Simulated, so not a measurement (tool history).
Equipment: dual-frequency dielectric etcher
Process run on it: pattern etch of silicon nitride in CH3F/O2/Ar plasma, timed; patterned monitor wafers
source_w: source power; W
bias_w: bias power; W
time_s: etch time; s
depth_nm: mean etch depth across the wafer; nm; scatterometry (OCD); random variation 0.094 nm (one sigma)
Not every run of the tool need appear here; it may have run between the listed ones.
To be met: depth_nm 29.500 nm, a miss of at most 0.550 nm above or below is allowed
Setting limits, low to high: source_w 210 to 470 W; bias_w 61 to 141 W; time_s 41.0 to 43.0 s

run	hour	source_w	bias_w	time_s	depth_nm
1	0.0	340	101	41.0	35.109
2	7.3	290	101	41.0	33.147
3	8.8	290	117	41.0	35.034
4	9.5	270	111	41.0	33.913
5	14.2	270	97	41.0	31.983
6	18.1	270	97	43.0	33.478
7	23.5	260	94	43.0	32.906
8	31.8	250	91	43.0	31.915
9	40.3	240	89	43.0	31.271
10	47.9	230	88	43.0	30.764
11	49.6	230	88	43.0	30.697
12	52.3	230	87	43.0	30.608
13	57.2	230	86	43.0	30.573
14	65.2	230	85	43.0	30.378
15	68.0	230	85	43.0	30.331

Next run, 5 choices. One meets every target within its allowed miss, the rest don't. Which?
A	70.8	220	85	41.0	?
B	70.8	240	88	42.5	?
C	70.8	230	90	41.0	?
D	70.8	240	89	42.5	?
E	70.8	250	89	42.5	?

move	depth_nm
A	28.542
B	30.802
C	29.557
D	30.930
E	31.337
A: takes the biggest miss from the last run beyond its target
B: moves away from the targets compared with the last run
C: every result within its allowed miss
D: moves away from the targets compared with the last run
E: moves away from the targets compared with the last run
C meets every target.
